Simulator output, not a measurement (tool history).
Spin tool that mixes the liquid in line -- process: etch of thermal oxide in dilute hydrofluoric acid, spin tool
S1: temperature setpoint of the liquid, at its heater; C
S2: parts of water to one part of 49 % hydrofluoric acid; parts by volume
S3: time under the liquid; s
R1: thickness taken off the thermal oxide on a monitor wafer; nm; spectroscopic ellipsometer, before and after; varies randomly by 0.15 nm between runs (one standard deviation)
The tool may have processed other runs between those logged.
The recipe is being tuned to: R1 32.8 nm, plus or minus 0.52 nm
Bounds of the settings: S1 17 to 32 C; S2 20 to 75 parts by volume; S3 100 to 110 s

run	hour	S1	S2	S3	R1
1	0	24	45	100	11.477
2	4.8	24	50	100	10.313
3	6.5	25	45	100	11.939
4	14	26	40	100	14.107
5	16.3	27	35	100	16.918
6	24.2	27.5	35	100	17.29
7	32.4	28	35	100	17.593
8	39.5	28.5	35	100	17.983
9	44.7	29	35	100	18.423

Next run, 4 choices. One meets every target within its allowed miss, the rest don't. Which?
A	49.9	30	30	110	?
B	49.9	27.5	40	100	?
C	49.9	30.5	25	110	?
D	49.9	29	20	100	?

move	R1
A	24.669
B	14.982
C	30.444
D	32.823
A: better than the last run, though not everything is in spec
B: misses by more than the last run did
C: better than the last run, though not everything is in spec
D: hits every target within its allowed miss
The move that meets every target is D.
